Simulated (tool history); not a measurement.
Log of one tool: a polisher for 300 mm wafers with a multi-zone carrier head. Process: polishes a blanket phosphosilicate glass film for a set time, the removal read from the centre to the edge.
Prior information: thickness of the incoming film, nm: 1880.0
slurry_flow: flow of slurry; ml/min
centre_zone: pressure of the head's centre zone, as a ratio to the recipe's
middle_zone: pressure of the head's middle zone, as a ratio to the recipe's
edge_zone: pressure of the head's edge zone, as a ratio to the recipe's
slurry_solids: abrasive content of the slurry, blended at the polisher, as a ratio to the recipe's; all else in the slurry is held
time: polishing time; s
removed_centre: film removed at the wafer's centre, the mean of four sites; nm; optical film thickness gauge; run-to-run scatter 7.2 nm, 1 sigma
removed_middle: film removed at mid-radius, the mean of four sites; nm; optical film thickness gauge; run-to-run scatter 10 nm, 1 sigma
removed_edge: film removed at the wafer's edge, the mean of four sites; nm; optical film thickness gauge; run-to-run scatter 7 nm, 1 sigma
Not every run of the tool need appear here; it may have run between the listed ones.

run  hour  slurry_flow  centre_zone  middle_zone  edge_zone  slurry_solids  time  removed_centre  removed_middle  removed_edge
  1     0          140            1            1          1              1    78          651.84           637.3        621.47
  2   4.7          145            1            1       1.03            1.1    81          703.91          696.97        686.97
  3   9.1          145            1            1       1.03            1.1    93          805.74          798.04        790.97
  4  13.4          150         1.01            1       1.05           1.15    94          845.02          834.81        808.17
  5  18.7          150         1.01         0.99       1.06            1.2    96          877.02          849.11        860.91
  6  20.4          185         1.01         0.99       1.06            1.2    96           919.1           881.7        875.81
  7  21.1          160         1.02         1.01       1.16           1.45   102          1040.1          1007.7        1028.7
  8  21.9          165         1.02         1.01       1.17           1.45   102          1032.7          1008.5        1034.1
  9  23.4          170         1.02         1.01       1.17           1.45   102          1040.5            1010        1033.2
 10  28.9          175         1.02         1.01       1.17           1.45   103            1046          1020.3        1053.8

Expected results for the next run?
 11  30.3          180         1.02         1.01       1.17           1.45   103               ?               ?             ?

Run 11 came out at removed_centre 1060.8 nm, removed_middle 1038.8 nm, removed_edge 1051.3 nm.

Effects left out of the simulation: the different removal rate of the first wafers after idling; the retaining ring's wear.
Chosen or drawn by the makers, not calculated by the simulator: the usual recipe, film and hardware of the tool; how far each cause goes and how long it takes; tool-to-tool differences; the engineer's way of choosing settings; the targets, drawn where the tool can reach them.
